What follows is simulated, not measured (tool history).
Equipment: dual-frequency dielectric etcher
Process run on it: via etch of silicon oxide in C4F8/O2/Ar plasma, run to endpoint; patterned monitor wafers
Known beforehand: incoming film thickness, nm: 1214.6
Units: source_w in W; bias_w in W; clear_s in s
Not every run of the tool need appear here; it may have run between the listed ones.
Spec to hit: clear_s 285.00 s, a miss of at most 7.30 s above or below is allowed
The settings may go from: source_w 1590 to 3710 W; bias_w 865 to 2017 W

| run | hour | source_w | bias_w | clear_s |
|---|---|---|---|---|
| 1 | 0.0 | 2650 | 1441 | 238.27 |
| 2 | 1.8 | 2650 | 1223 | 256.22 |
| 3 | 9.7 | 2590 | 1214 | 256.90 |
| 4 | 15.6 | 2230 | 1214 | 273.23 |
| 5 | 19.5 | 2230 | 1431 | 255.15 |
| 6 | 24.7 | 2230 | 1234 | 268.00 |
| 7 | 33.5 | 1850 | 1169 | 293.39 |
| 8 | 36.4 | 1870 | 1171 | 293.50 |

Of the 5 settings listed for the next run, only one would bring every result within its allowed miss of target. Which one?
| A | 39.3 | 1590 | 1249 | ? |
| B | 39.3 | 1680 | 1134 | ? |
| C | 39.3 | 2230 | 1083 | ? |
| D | 39.3 | 1590 | 1205 | ? |
| E | 39.3 | 1590 | 1227 | ? |

| move | clear_s |
|---|---|
| A | 299.45 |
| B | 307.41 |
| C | 286.00 |
| D | 304.28 |
| E | 301.83 |
A: further off than the last run
B: further off than the last run
C: hits every target within its allowed miss
D: further off than the last run
E: further off than the last run
The right move is C.

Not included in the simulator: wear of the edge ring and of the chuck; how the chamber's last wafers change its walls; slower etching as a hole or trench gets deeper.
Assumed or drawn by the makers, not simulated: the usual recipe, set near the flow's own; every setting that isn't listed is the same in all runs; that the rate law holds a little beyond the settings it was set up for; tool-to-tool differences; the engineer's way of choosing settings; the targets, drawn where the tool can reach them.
